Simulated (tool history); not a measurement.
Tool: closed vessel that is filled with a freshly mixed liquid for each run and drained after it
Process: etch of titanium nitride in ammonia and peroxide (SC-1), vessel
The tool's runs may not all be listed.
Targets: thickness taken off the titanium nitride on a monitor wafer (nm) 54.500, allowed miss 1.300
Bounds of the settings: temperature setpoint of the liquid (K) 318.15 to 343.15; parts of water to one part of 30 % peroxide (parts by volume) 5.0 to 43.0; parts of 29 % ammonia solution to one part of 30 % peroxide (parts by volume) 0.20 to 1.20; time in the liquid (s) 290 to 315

run	day	temperature setpoint of the liquid (K)	parts of water to one part of 30 % peroxide (parts by volume)	parts of 29 % ammonia solution to one part of 30 % peroxide (parts by volume)	time in the liquid (s)	thickness taken off the titanium nitride on a monitor wafer (nm)
1	0.000	334.15	24.0	0.85	290	37.794
2	0.321	335.65	24.0	0.85	290	41.598
3	0.450	336.65	24.0	0.85	290	44.712
4	0.542	337.65	24.0	0.85	290	47.855
5	0.679	333.65	24.0	0.85	290	36.764
6	0.996	335.15	24.0	0.85	290	40.292
7	1.358	336.65	24.0	0.85	290	44.366
8	1.508	337.65	24.0	0.85	290	47.397

4 next moves are on the table. One of them brings every result within its allowed miss. Which?
A	1.658	335.15	33.5	0.95	315	?
B	1.658	332.15	11.5	0.50	290	?
C	1.658	338.65	26.5	0.90	300	?
D	1.658	339.65	26.0	0.80	310	?

move	thickness taken off the titanium nitride on a monitor wafer (nm)
A	36.513
B	44.436
C	49.087
D	53.430
A: further off than the last run
B: further off than the last run
C: nearer than the last run, and not there yet
D: meets every target
Answer: D
